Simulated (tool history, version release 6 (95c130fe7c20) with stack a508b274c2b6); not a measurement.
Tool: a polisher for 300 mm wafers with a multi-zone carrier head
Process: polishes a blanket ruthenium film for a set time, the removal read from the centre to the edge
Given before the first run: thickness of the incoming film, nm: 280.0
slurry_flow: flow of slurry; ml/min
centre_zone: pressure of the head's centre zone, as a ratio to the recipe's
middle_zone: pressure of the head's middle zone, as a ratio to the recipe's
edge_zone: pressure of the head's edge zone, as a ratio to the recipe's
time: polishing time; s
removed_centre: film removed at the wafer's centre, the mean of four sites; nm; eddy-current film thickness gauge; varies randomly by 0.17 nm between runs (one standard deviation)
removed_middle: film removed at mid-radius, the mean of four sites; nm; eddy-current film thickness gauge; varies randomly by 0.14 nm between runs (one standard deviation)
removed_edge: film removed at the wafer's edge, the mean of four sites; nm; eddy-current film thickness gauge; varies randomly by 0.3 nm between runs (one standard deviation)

run 1 hour=0.0 | slurry_flow=300 centre_zone=1.00 middle_zone=1.00 edge_zone=1.00 time=78 | removed_centre=42.906 removed_middle=43.427 removed_edge=41.171
run 2 hour=6.1 | slurry_flow=300 centre_zone=1.00 middle_zone=0.96 edge_zone=1.00 time=78 | removed_centre=41.893 removed_middle=41.501 removed_edge=42.433
run 3 hour=9.3 | slurry_flow=265 centre_zone=1.01 middle_zone=0.93 edge_zone=0.95 time=66 | removed_centre=35.378 removed_middle=33.703 removed_edge=34.699
run 4 hour=12.4 | slurry_flow=265 centre_zone=0.96 middle_zone=0.93 edge_zone=0.95 time=66 | removed_centre=33.890 removed_middle=33.203 removed_edge=33.884
run 5 hour=18.4 | slurry_flow=265 centre_zone=0.96 middle_zone=0.86 edge_zone=0.95 time=66 | removed_centre=33.693 removed_middle=31.767 removed_edge=33.234
run 6 hour=22.1 | slurry_flow=265 centre_zone=0.96 middle_zone=0.81 edge_zone=0.95 time=66 | removed_centre=33.895 removed_middle=29.794 removed_edge=34.222
run 7 hour=28.0 | slurry_flow=260 centre_zone=0.96 middle_zone=0.82 edge_zone=0.91 time=58 | removed_centre=29.515 removed_middle=26.231 removed_edge=28.505

For run 8, what comes out?
run 8 hour=33.8 | slurry_flow=260 centre_zone=0.95 middle_zone=0.82 edge_zone=0.89 time=54 | removed_centre=? removed_middle=? removed_edge=?

removed_centre: 27.457 nm
removed_middle: 24.624 nm
removed_edge: 27.415 nm
